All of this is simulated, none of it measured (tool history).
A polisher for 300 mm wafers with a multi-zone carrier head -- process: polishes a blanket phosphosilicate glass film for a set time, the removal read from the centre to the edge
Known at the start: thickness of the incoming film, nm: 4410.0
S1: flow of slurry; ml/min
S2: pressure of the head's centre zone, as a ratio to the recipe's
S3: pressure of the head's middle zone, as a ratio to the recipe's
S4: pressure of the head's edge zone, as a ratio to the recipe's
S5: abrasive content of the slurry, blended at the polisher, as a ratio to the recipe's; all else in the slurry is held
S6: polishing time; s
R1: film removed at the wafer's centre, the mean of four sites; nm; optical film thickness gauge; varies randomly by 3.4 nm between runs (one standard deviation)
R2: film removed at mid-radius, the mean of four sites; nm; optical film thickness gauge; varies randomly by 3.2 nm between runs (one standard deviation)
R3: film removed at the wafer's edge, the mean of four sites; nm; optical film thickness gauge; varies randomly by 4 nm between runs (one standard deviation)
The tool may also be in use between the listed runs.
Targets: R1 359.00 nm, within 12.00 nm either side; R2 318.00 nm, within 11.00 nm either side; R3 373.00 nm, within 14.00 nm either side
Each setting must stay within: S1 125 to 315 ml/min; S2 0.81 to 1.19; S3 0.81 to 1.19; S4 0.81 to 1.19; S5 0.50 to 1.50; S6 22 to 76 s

run	hour	S1	S2	S3	S4	S5	S6	R1	R2	R3
1	0.0	205	1.00	1.00	1.00	1.00	49	357.59	363.96	362.67
2	2.8	205	1.00	0.96	1.00	1.00	49	363.68	362.16	367.78
3	3.4	195	1.00	0.92	1.02	1.00	49	362.04	337.74	370.89
4	10.4	145	1.00	0.92	1.02	1.00	49	340.01	318.30	357.82
# hour 16.0: worn pad replaced by a new one
5	16.0	125	1.00	0.92	1.02	1.00	49	363.48	341.68	385.84
6	18.6	130	1.00	0.91	1.02	1.00	49	373.57	352.61	393.63
7	20.3	140	1.00	0.90	1.03	1.00	49	384.91	358.48	401.97
8	22.4	125	0.98	0.81	0.97	0.90	49	342.45	301.30	363.35
9	30.9	125	0.99	0.82	0.98	0.90	49	351.33	304.81	370.42

Of the 5 settings listed for the next run, only one would bring every result within its allowed miss of target. Which one?
A	39.4	130	0.92	0.87	0.96	1.05	51	?	?	?
B	39.4	135	1.07	0.85	0.98	0.85	50	?	?	?
C	39.4	140	0.92	0.86	1.01	0.95	51	?	?	?
D	39.4	125	1.01	0.82	0.97	0.90	55	?	?	?
E	39.4	140	0.95	0.81	0.88	0.75	54	?	?	?

move	R1	R2	R3
A	365.53	355.39	411.89
B	388.20	317.35	377.91
C	359.29	345.13	411.54
D	402.56	339.83	417.35
E	356.75	316.02	371.23
A: carries the result that was furthest off beyond its target, to the other side
B: brings the last run's worst result on target, with another outside its allowed miss
C: carries the result that was furthest off beyond its target, to the other side
D: carries the result that was furthest off beyond its target, to the other side
E: every result within its allowed miss
Move E is the one to make.
